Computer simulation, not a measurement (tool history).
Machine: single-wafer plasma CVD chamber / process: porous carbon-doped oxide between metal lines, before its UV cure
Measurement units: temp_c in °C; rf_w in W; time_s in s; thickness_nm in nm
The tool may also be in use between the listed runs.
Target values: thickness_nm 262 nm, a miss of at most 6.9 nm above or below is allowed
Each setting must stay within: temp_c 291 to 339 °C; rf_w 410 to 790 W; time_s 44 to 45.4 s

run    day  temp_c  rf_w  time_s  thickness_nm
  1      0     315   600      44        219.42
  2  0.038     315   600      44        222.87
  3  0.208     315   545      44        201.09
  4  0.271     319   545      44        196.73
  5  0.321     311   545      44        207.41
  6  0.667     311   545    45.4           214
  7  0.696     311   545    45.4        212.79
     0.729  -- RF generator calibrated
  8  0.729     308   565    45.4        236.82
  9  0.958     306   565    45.4         240.1
 10  1.121     294   600    45.4        275.23

Exercise: of the 4 proposed moves below, exactly one satisfies all targets within the stated allowed misses. Which move is it?
  A  1.283     306   595      44             ?
  B  1.283     306   690    45.4             ?
  C  1.283     299   570      44             ?
  D  1.283     292   555    45.4             ?

move  thickness_nm
   A        242.08
   B        284.41
   C        243.45
   D        256.61
A: takes the result that was furthest off past its target
B: the biggest miss grows against the last run
C: takes the result that was furthest off past its target
D: all results land within tolerance of their targets
Go with D: it meets all targets.
